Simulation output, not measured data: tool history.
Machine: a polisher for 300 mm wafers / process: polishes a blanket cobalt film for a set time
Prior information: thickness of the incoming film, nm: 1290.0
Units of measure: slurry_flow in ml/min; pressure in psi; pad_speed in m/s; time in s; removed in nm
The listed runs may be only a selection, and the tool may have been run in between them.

{"run": 1, "hour": 0.0, "slurry_flow": 295, "pressure": 1.6, "pad_speed": 1.28, "time": 54, "removed": 240.58}
{"run": 2, "hour": 3.5, "slurry_flow": 295, "pressure": 1.6, "pad_speed": 1.28, "time": 54, "removed": 243.3}
{"run": 3, "hour": 12.5, "slurry_flow": 295, "pressure": 1.5, "pad_speed": 1.28, "time": 54, "removed": 229.1}
{"run": 4, "hour": 19.6, "slurry_flow": 295, "pressure": 1.1, "pad_speed": 1.28, "time": 54, "removed": 194.89}
{"run": 5, "hour": 27.8, "slurry_flow": 295, "pressure": 1.1, "pad_speed": 1.58, "time": 54, "removed": 237.81}
{"run": 6, "hour": 35.7, "slurry_flow": 295, "pressure": 1.1, "pad_speed": 1.84, "time": 54, "removed": 275.39}
{"run": 7, "hour": 39.2, "slurry_flow": 295, "pressure": 1, "pad_speed": 1.74, "time": 54, "removed": 250.63}

Run 8, settings as shown, results not yet in. Your forecast:
{"run": 8, "hour": 44.6, "slurry_flow": 295, "pressure": 0.9, "pad_speed": 1.66, "time": 54, "removed": "?"}

For run 8 the tool returned removed 225.75 nm.

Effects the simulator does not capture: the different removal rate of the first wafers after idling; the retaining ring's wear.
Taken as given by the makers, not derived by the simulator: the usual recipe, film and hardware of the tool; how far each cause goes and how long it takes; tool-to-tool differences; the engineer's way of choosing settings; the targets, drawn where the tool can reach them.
